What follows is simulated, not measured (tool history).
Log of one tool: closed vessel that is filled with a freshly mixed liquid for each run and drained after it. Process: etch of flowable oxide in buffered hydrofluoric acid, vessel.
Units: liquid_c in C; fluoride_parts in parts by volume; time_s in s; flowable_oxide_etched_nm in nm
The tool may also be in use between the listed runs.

run    day  liquid_c  fluoride_parts  time_s  flowable_oxide_etched_nm
  1      0        25            19.5     100                    187.85
  2  0.312        25              23     100                    164.67
  3  0.488      25.5              23     100                    169.04
  4  0.525      27.5              23     100                    188.56
  5  0.579      27.5            26.5     100                    170.94
  6  0.625      27.5            26.5     100                     173.5
  7  0.696        28            26.5     100                    176.73
  8  0.996      28.5            26.5     100                    181.07
  9  1.258        29            26.5     100                    185.71

The next listed run, before its measurement:
 10  1.567      29.5            26.5     100                         ?

Run 10 gave flowable_oxide_etched_nm 190.52 nm.
